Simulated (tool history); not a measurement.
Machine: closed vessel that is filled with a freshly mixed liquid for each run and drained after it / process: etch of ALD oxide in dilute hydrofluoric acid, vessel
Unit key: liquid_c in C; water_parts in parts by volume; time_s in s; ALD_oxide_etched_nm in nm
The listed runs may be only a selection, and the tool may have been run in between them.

run  hour  liquid_c  water_parts  time_s  ALD_oxide_etched_nm
  1   0.0      24.0          255      35               1.8910
  2   4.5      24.0          205      35               2.5013
  3  10.5      24.0          205      35               2.4596
  4  17.7      26.0          205      35               2.6519
  5  25.2      28.5          205      35               2.9357
  6  27.3      29.5          185      35               3.4748
  7  31.7      30.5          175      35               3.7772

Expected results for the next run?
  8  34.6      31.0          170      35                    ?

For run 8 the tool returned ALD_oxide_etched_nm 4.0414 nm.

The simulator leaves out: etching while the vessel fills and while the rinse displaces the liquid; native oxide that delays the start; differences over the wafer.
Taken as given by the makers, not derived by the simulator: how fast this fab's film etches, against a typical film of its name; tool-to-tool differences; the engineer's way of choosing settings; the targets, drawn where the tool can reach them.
